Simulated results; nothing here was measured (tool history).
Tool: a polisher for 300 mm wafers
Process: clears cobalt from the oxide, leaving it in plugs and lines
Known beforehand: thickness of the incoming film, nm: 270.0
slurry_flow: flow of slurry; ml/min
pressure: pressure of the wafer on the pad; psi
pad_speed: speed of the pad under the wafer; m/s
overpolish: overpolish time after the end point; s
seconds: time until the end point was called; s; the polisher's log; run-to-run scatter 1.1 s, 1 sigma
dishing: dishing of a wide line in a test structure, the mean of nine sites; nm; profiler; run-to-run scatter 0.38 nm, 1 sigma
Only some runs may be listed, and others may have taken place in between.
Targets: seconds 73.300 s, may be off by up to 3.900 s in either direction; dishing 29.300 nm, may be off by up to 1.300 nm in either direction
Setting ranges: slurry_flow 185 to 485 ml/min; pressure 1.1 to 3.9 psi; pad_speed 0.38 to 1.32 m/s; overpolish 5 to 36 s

| run | hour | slurry_flow | pressure | pad_speed | overpolish | seconds | dishing |
|---|---|---|---|---|---|---|---|
| 1 | 0.0 | 310 | 2.5 | 0.84 | 18 | 51.568 | 61.872 |
| 2 | 5.9 | 310 | 2.4 | 0.84 | 16 | 52.429 | 57.339 |
| 3 | 11.4 | 390 | 2.4 | 0.84 | 16 | 51.951 | 57.924 |
| 4 | 18.9 | 360 | 2.3 | 0.84 | 14 | 55.723 | 51.797 |
| 5 | 27.0 | 360 | 2.3 | 0.84 | 20 | 53.632 | 64.215 |
| 6 | 34.3 | 350 | 2.2 | 0.84 | 18 | 56.955 | 58.141 |
| 7 | 41.0 | 260 | 1.5 | 0.84 | 9 | 84.855 | 25.977 |
| 8 | 49.7 | 270 | 1.5 | 0.84 | 9 | 81.171 | 26.408 |
| 9 | 54.6 | 280 | 1.5 | 0.84 | 9 | 79.072 | 26.775 |
| 10 | 61.2 | 290 | 1.5 | 0.84 | 9 | 80.633 | 26.469 |
| 11 | 66.4 | 295 | 1.5 | 0.84 | 9 | 80.811 | 26.729 |
|  | 75.1 | head pressure recalibrated |
| 12 | 75.1 | 295 | 1.8 | 0.84 | 10 | 63.069 | 37.061 |
| 13 | 79.6 | 290 | 1.8 | 0.84 | 10 | 62.352 | 36.643 |

Of the 5 settings listed for the next run, only one would bring every result within its allowed miss of target. Which one?
| A | 84.1 | 225 | 1.5 | 0.90 | 9 | ? | ? |
| B | 84.1 | 240 | 1.9 | 0.70 | 10 | ? | ? |
| C | 84.1 | 275 | 1.5 | 0.76 | 10 | ? | ? |
| D | 84.1 | 270 | 1.3 | 1.00 | 10 | ? | ? |
| E | 84.1 | 240 | 1.2 | 1.08 | 10 | ? | ? |

| move | seconds | dishing |
|---|---|---|
| A | 72.350 | 29.442 |
| B | 72.937 | 31.908 |
| C | 82.216 | 28.912 |
| D | 72.679 | 32.002 |
| E | 73.514 | 31.704 |
A: each result inside its tolerance
B: better than the last run, though not everything is in spec
C: corrects the largest miss of the last run, while another result sits out of spec
D: better than the last run, though not everything is in spec
E: better than the last run, though not everything is in spec
The move that meets every target is A.

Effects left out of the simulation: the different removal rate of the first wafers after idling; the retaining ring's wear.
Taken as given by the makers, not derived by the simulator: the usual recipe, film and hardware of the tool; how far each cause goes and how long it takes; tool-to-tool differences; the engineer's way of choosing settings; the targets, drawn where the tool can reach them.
